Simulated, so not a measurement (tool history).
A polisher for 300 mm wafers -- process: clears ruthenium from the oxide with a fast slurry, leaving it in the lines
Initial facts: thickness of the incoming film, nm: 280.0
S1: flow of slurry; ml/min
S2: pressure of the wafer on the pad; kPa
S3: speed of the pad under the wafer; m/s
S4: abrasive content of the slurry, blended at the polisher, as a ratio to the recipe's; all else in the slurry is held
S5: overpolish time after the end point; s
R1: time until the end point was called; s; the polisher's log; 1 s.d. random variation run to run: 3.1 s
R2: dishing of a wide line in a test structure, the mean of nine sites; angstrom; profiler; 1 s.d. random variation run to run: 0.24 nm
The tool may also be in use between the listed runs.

run	hour	S1	S2	S3	S4	S5	R1	R2
1	0.0	280	12.4	1.18	1.00	17	88.520	310.13
2	2.8	280	12.4	1.30	1.00	17	78.713	328.12
3	6.3	280	12.4	1.30	1.10	17	77.874	336.84
4	11.1	280	12.4	1.30	1.10	11	79.959	251.90
5	14.8	280	12.4	1.30	1.25	11	76.871	263.49
6	21.1	280	12.4	1.30	1.05	11	80.579	251.74
7	25.5	285	10.3	1.22	1.10	13	99.328	245.25
8	30.7	285	9.0	1.16	1.10	14	119.100	221.90
9	38.7	290	8.3	1.14	1.10	15	129.310	216.46

Run 10 is up next; what results do you expect?
10	46.8	290	7.6	1.12	1.10	16	?	?

Run 10 measured R1 148.460 s, R2 212.35 angstrom.

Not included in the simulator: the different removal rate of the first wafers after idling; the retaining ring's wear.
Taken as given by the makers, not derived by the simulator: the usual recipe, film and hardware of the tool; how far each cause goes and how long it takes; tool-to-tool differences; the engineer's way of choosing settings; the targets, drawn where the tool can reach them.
